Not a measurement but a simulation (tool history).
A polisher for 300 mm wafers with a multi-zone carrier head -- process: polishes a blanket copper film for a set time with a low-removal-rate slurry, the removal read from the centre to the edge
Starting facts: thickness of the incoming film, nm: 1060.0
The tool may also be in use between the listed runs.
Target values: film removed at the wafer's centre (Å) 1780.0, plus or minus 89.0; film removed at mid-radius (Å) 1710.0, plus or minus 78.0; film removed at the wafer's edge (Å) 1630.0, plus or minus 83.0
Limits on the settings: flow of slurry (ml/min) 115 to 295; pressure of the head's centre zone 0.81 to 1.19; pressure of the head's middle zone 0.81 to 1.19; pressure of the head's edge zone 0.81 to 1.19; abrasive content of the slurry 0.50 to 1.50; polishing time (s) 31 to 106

run  hour  flow of slurry (ml/min)  pressure of the head's centre zone  pressure of the head's middle zone  pressure of the head's edge zone  abrasive content of the slurry  polishing time (s)  film removed at the wafer's centre (Å)  film removed at mid-radius (Å)  film removed at the wafer's edge (Å)
  1   0.0                      190                                1.00                                1.00                              1.00                            1.00                  68                                  2647.5                          2730.7                                2662.1
  2   5.3                      190                                1.01                                0.99                              0.98                            0.90                  63                                  2405.8                          2375.6                                2444.3
  3  13.1                      215                                1.01                                0.99                              0.98                            0.90                  63                                  2451.3                          2515.4                                2421.9
  4  20.1                      215                                1.01                                0.99                              0.92                            0.90                  63                                  2458.5                          2510.7                                2349.7
  5  26.4                      190                                1.01                                0.99                              0.92                            0.90                  63                                  2384.3                          2393.4                                2384.7
  6  35.2                      205                                1.02                                0.99                              0.91                            0.85                  59                                  2329.4                          2240.3                                2148.4
  7  39.1                      205                                1.02                                0.99                              0.91                            0.85                  59                                  2238.6                          2287.0                                2187.4
  8  41.7                      215                                1.03                                0.98                              0.90                            0.80                  56                                  2115.2                          2137.4                                2042.9
  9  46.8                      220                                1.05                                0.98                              0.89                            0.75                  54                                  2108.0                          2026.4                                1926.3
 10  53.4                      220                                1.05                                0.98                              0.89                            0.75                  54                                  2103.8                          2018.2                                1939.5
 11  60.9                      220                                1.05                                0.98                              0.89                            0.75                  54                                  2134.6                          2064.1                                1976.3
 12  62.4                      225                                1.05                                0.98                              0.88                            0.70                  52                                  1987.5                          1987.3                                1828.3

Consider the 5 candidate settings below. Which is the only one whose results all fall within their allowed miss of target?
  A  63.9                      225                                1.12                                0.94                              0.92                            0.80                  51                                       ?                               ?                                     ?
  B  63.9                      295                                1.02                                1.13                              0.81                            0.55                  61                                       ?                               ?                                     ?
  C  63.9                      140                                1.02                                0.81                              1.07                            0.80                  52                                       ?                               ?                                     ?
  D  63.9                      115                                0.89                                0.81                              1.00                            0.65                  57                                       ?                               ?                                     ?
  E  63.9                      295                                1.08                                0.95                              0.97                            0.90                  42                                       ?                               ?                                     ?

move  film removed at the wafer's centre (Å)  film removed at mid-radius (Å)  film removed at the wafer's edge (Å)
   A                                  2086.7                          1921.5                                1884.7
   B                                  2238.4                          2429.3                                2043.8
   C                                  1811.2                          1696.6                                1944.1
   D                                  1635.2                          1716.7                                1931.9
   E                                  1765.0                          1676.7                                1660.7
A: just as far off the targets as the last run
B: misses by more than the last run did
C: meets the target for the result that was furthest off, but another lies outside its allowed miss
D: meets the target for the result that was furthest off, but another lies outside its allowed miss
E: all results land within tolerance of their targets
So the answer is move E, the one that meets all the targets.

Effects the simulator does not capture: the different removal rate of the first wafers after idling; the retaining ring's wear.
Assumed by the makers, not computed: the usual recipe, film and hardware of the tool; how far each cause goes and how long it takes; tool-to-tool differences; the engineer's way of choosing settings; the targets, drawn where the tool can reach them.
